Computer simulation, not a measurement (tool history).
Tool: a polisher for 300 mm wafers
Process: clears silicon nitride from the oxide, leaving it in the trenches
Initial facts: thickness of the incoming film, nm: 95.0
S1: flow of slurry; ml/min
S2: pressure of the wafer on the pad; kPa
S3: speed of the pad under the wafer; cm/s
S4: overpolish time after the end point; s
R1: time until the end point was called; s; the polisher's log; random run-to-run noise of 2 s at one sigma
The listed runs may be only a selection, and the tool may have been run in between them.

run	day	S1	S2	S3	S4	R1
1	0.000	140	13.8	88	12	164.70
2	0.375	140	15.2	90	12	154.40
3	0.750	140	15.2	72	12	181.24
4	0.871	140	17.2	76	12	159.61
5	1.138	140	15.2	76	12	172.49
6	1.300	140	17.2	80	12	154.80

Expected results for the next run?
7	1.650	140	18.6	84	12	?

R1: 139.71 s

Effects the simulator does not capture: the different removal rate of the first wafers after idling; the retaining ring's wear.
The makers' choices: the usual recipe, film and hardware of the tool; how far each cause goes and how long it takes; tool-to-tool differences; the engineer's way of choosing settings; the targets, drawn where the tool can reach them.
